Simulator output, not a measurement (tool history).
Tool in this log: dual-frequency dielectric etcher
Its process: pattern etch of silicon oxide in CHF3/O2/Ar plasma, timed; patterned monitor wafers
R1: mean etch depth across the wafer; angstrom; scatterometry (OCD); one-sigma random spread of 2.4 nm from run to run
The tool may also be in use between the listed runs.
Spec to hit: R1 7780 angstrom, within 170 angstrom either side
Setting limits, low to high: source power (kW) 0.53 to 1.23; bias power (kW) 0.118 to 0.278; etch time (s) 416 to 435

Run 1, hour 0: source power (kW) 0.88, bias power (kW) 0.198, etch time (s) 416. Result: R1 8777.4 angstrom.
Run 2, hour 6: source power (kW) 0.88, bias power (kW) 0.198, etch time (s) 416. Result: R1 8828.8 angstrom.
Run 3, hour 12.6: source power (kW) 0.96, bias power (kW) 0.198, etch time (s) 416. Result: R1 9073.5 angstrom.
Run 4, hour 13.3: source power (kW) 0.96, bias power (kW) 0.176, etch time (s) 416. Result: R1 8746.9 angstrom.
Run 5, hour 21.1: source power (kW) 1.02, bias power (kW) 0.176, etch time (s) 416. Result: R1 8937.2 angstrom.
Run 6, hour 21.8: source power (kW) 0.95, bias power (kW) 0.172, etch time (s) 416. Result: R1 8648.7 angstrom.
Run 7, hour 23.9: source power (kW) 0.9, bias power (kW) 0.169, etch time (s) 416. Result: R1 8371.8 angstrom.
Run 8, hour 28.2: source power (kW) 0.9, bias power (kW) 0.169, etch time (s) 416. Result: R1 8423.9 angstrom.
Run 9, hour 35: source power (kW) 0.86, bias power (kW) 0.167, etch time (s) 416. Result: R1 8269.7 angstrom.
Run 10, hour 38.7: source power (kW) 0.83, bias power (kW) 0.165, etch time (s) 416. Result: R1 8100.4 angstrom.
Run 11, hour 43.2: source power (kW) 0.81, bias power (kW) 0.164, etch time (s) 416. Result: R1 8015.2 angstrom.
Run 12, hour 48.6: source power (kW) 0.8, bias power (kW) 0.163, etch time (s) 416. Result: R1 7969.1 angstrom.

Pick the move, out of 5, that brings all results within their allowed miss; only one does.
Run A, hour 54: source power (kW) 0.84, bias power (kW) 0.135, etch time (s) 420.5. Result: R1 ?.
Run B, hour 54: source power (kW) 0.71, bias power (kW) 0.172, etch time (s) 435. Result: R1 ?.
Run C, hour 54: source power (kW) 0.87, bias power (kW) 0.136, etch time (s) 435. Result: R1 ?.
Run D, hour 54: source power (kW) 0.76, bias power (kW) 0.159, etch time (s) 431. Result: R1 ?.
Run E, hour 54: source power (kW) 0.74, bias power (kW) 0.14, etch time (s) 416. Result: R1 ?.

move      R1
   A  7719.6
   B  8094.7
   C  8110.6
   D  8019.2
   E  7363.2
A: all results in spec
B: misses by more than the last run did
C: misses by more than the last run did
D: misses by more than the last run did
E: takes the biggest miss from the last run beyond its target
The right move is A.
